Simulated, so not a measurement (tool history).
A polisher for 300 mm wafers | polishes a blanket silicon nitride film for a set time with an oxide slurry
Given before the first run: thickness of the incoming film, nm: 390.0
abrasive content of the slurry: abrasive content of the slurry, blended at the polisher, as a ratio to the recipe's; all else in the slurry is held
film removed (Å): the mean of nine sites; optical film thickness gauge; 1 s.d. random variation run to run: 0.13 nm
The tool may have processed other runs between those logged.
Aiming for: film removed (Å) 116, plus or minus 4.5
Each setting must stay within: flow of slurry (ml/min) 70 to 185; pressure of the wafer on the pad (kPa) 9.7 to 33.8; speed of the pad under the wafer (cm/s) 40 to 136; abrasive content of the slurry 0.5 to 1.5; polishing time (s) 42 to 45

| run | hour | flow of slurry (ml/min) | pressure of the wafer on the pad (kPa) | speed of the pad under the wafer (cm/s) | abrasive content of the slurry | polishing time (s) | film removed (Å) |
|---|---|---|---|---|---|---|---|
| 1 | 0 | 120 | 21.4 | 88 | 1 | 42 | 203.58 |
| 2 | 7.7 | 100 | 21.4 | 88 | 1 | 42 | 191.29 |
| 3 | 15.3 | 95 | 19.3 | 88 | 1 | 42 | 171.98 |
| 4 | 23 | 90 | 17.2 | 88 | 1 | 42 | 156.61 |
| 5 | 28.7 | 85 | 15.9 | 88 | 1 | 42 | 145.81 |
| 6 | 36.7 | 85 | 14.5 | 88 | 1 | 42 | 136.62 |
| 7 | 42.1 | 85 | 13.8 | 88 | 1 | 42 | 131.84 |
| 8 | 45.5 | 85 | 13.1 | 88 | 1 | 42 | 127.2 |

Exactly one of the 5 candidate moves below puts every result within its allowed miss. Which one?
| A | 48.9 | 90 | 10.3 | 82 | 1.05 | 42 | ? |
| B | 48.9 | 95 | 12.4 | 92 | 0.95 | 42 | ? |
| C | 48.9 | 70 | 10.3 | 90 | 0.95 | 45 | ? |
| D | 48.9 | 100 | 13.1 | 92 | 0.65 | 42 | ? |
| E | 48.9 | 70 | 13.8 | 88 | 0.9 | 43 | ? |

| move | film removed (Å) |
|---|---|
| A | 106.32 |
| B | 127.54 |
| C | 105.95 |
| D | 105.07 |
| E | 118.12 |
A: moves the result that the last run missed by most past its target, out the other side
B: as far off as the last run
C: moves the result that the last run missed by most past its target, out the other side
D: moves the result that the last run missed by most past its target, out the other side
E: all results land within tolerance of their targets
Correct choice: E, which meets every target
